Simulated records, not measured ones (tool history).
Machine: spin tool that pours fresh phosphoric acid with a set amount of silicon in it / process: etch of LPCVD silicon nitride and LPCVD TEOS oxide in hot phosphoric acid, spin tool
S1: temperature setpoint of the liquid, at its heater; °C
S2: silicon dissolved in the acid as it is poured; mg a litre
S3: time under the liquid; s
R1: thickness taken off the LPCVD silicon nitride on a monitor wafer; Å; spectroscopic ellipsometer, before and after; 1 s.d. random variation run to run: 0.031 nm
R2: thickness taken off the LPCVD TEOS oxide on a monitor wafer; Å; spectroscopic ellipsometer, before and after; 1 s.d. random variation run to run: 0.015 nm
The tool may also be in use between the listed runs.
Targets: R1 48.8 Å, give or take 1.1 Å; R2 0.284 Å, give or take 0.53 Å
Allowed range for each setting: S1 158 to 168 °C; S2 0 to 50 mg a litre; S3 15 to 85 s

Run 1, hour 0: S1 163 °C, S2 28 mg a litre, S3 45 s. Result: R1 41.712 Å, R2 0.20287 Å.
Run 2, hour 7.5: S1 163.5 °C, S2 28 mg a litre, S3 45 s. Result: R1 42.552 Å, R2 1.0334 Å.
Run 3, hour 14.8: S1 163.5 °C, S2 28 mg a litre, S3 60 s. Result: R1 56.287 Å, R2 0.64608 Å.
Run 4, hour 17.3: S1 163 °C, S2 26 mg a litre, S3 60 s. Result: R1 55.7 Å, R2 0.87459 Å.
Run 5, hour 19.4: S1 162.5 °C, S2 26 mg a litre, S3 60 s. Result: R1 54.867 Å, R2 0.27596 Å.
Run 6, hour 24.7: S1 162.5 °C, S2 24.5 mg a litre, S3 60 s. Result: R1 54.518 Å, R2 0.44072 Å.
Run 7, hour 26.2: S1 160 °C, S2 28 mg a litre, S3 60 s. Result: R1 50.11 Å, R2 0.9055 Å.
Run 8, hour 34.9: S1 160 °C, S2 28.5 mg a litre, S3 60 s. Result: R1 50.258 Å, R2 0.99412 Å.
Run 9, hour 37.5: S1 160 °C, S2 27.5 mg a litre, S3 60 s. Result: R1 50.521 Å, R2 1.4189 Å.
Run 10, hour 41.5: S1 160 °C, S2 31 mg a litre, S3 60 s. Result: R1 51.045 Å, R2 0.85576 Å.
Run 11, hour 44.4: S1 160 °C, S2 31 mg a litre, S3 60 s. Result: R1 50.839 Å, R2 0.08687 Å.
Run 12, hour 50.7: S1 160 °C, S2 30.5 mg a litre, S3 60 s. Result: R1 50.161 Å, R2 0.80231 Å.
Run 13, hour 54.3: S1 160 °C, S2 33.5 mg a litre, S3 60 s. Result: R1 50.541 Å, R2 0.52295 Å.
Run 14, hour 55.8: S1 160 °C, S2 35 mg a litre, S3 60 s. Result: R1 50.419 Å, R2 0.43271 Å.
Run 15, hour 58.2: S1 160 °C, S2 36 mg a litre, S3 60 s. Result: R1 50.348 Å, R2 0.65986 Å.

Next run, 4 choices. One meets every target within its allowed miss, the rest don't. Which?
Run A, hour 60.6: S1 166 °C, S2 48.5 mg a litre, S3 45 s. Result: R1 ?, R2 ?.
Run B, hour 60.6: S1 163.5 °C, S2 49.5 mg a litre, S3 55 s. Result: R1 ?, R2 ?.
Run C, hour 60.6: S1 167.5 °C, S2 50 mg a litre, S3 45 s. Result: R1 ?, R2 ?.
Run D, hour 60.6: S1 164 °C, S2 44 mg a litre, S3 55 s. Result: R1 ?, R2 ?.

move      R1       R2
   A  46.039  0.33774
   B  51.832  0.34437
   C  48.344  0.37617
   D  52.695  0.37593
A: takes the biggest miss from the last run beyond its target
B: the biggest miss grows against the last run
C: in spec on every target
D: the biggest miss grows against the last run
Correct choice: C, which meets every target

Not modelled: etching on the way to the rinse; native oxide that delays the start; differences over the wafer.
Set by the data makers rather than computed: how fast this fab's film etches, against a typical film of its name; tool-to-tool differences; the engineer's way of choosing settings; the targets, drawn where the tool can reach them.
